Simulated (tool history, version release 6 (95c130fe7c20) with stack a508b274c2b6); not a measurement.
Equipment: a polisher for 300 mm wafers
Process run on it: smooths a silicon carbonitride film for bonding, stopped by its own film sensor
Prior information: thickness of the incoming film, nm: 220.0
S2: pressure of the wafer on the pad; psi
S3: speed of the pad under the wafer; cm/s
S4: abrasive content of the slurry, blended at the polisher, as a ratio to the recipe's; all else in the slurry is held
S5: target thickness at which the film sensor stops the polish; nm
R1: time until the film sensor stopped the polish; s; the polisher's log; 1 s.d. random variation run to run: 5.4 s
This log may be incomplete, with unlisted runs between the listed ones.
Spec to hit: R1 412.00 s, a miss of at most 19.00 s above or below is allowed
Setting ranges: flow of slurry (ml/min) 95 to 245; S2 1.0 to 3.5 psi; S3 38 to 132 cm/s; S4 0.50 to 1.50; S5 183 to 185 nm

{"run": 1, "hour": 0.0, "flow of slurry (ml/min)": 155, "S2": 2.2, "S3": 84, "S4": 1.0, "S5": 185, "R1": 140.78}
{"run": 2, "hour": 4.9, "flow of slurry (ml/min)": 155, "S2": 2.2, "S3": 76, "S4": 1.0, "S5": 185, "R1": 150.99}
{"run": 3, "hour": 10.0, "flow of slurry (ml/min)": 155, "S2": 2.0, "S3": 68, "S4": 0.95, "S5": 185, "R1": 189.41}
{"run": 4, "hour": 11.7, "flow of slurry (ml/min)": 155, "S2": 2.0, "S3": 68, "S4": 0.75, "S5": 185, "R1": 209.35}
{"run": 5, "hour": 13.8, "flow of slurry (ml/min)": 135, "S2": 2.0, "S3": 68, "S4": 0.75, "S5": 185, "R1": 209.43}
{"run": 6, "hour": 17.5, "flow of slurry (ml/min)": 135, "S2": 2.0, "S3": 52, "S4": 0.75, "S5": 185, "R1": 262.31}
{"run": 7, "hour": 22.6, "flow of slurry (ml/min)": 135, "S2": 1.8, "S3": 52, "S4": 0.75, "S5": 185, "R1": 281.12}
{"run": 8, "hour": 29.2, "flow of slurry (ml/min)": 135, "S2": 1.6, "S3": 52, "S4": 0.75, "S5": 185, "R1": 321.84}
{"run": 9, "hour": 30.2, "flow of slurry (ml/min)": 135, "S2": 1.5, "S3": 52, "S4": 0.75, "S5": 185, "R1": 332.84}
{"run": 10, "hour": 33.1, "flow of slurry (ml/min)": 135, "S2": 1.4, "S3": 52, "S4": 0.75, "S5": 185, "R1": 367.47}
{"run": 11, "hour": 36.4, "flow of slurry (ml/min)": 135, "S2": 1.4, "S3": 52, "S4": 0.75, "S5": 185, "R1": 372.63}
{"run": 12, "hour": 45.1, "flow of slurry (ml/min)": 135, "S2": 1.3, "S3": 52, "S4": 0.75, "S5": 185, "R1": 394.78}

Consider the 4 candidate settings below. Which is the only one whose results all fall within their allowed miss of target?
{"run": "A", "hour": 53.8, "flow of slurry (ml/min)": 145, "S2": 1.3, "S3": 52, "S4": 0.85, "S5": 185, "R1": "?"}
{"run": "B", "hour": 53.8, "flow of slurry (ml/min)": 135, "S2": 1.8, "S3": 38, "S4": 0.7, "S5": 183, "R1": "?"}
{"run": "C", "hour": 53.8, "flow of slurry (ml/min)": 160, "S2": 1.6, "S3": 50, "S4": 0.6, "S5": 183, "R1": "?"}
{"run": "D", "hour": 53.8, "flow of slurry (ml/min)": 110, "S2": 1.3, "S3": 66, "S4": 0.65, "S5": 184, "R1": "?"}

move=A R1=362.12
move=B R1=400.86
move=C R1=379.77
move=D R1=369.71
A: its largest miss is bigger than the last run's
B: all results land within tolerance of their targets
C: its largest miss is bigger than the last run's
D: its largest miss is bigger than the last run's
Correct choice: B, which meets every target
